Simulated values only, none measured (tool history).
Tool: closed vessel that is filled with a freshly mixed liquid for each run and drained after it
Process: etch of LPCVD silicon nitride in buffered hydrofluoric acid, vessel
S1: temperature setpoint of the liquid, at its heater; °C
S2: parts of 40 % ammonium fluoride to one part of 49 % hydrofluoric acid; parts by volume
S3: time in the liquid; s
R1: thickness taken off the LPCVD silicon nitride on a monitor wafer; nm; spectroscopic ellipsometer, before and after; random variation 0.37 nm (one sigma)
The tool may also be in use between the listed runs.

| run | hour | S1 | S2 | S3 | R1 |
|---|---|---|---|---|---|
| 1 | 0 | 22 | 11 | 2655 | 34.193 |
| 2 | 3.2 | 22 | 11 | 2860 | 36.668 |
| 3 | 11.7 | 23.5 | 11 | 2860 | 39.644 |
| 4 | 17.6 | 23.5 | 13.5 | 2860 | 32.72 |
| 5 | 25.7 | 25.5 | 13.5 | 2860 | 36.13 |
| 6 | 34 | 25.5 | 16 | 2860 | 30.817 |
| 7 | 38.7 | 27 | 15 | 2860 | 35.632 |
| 8 | 41.5 | 28 | 14.5 | 2860 | 38.521 |

Forecast run 9:
| 9 | 45.1 | 28 | 14.5 | 2860 | ? |

R1: 38.705 nm
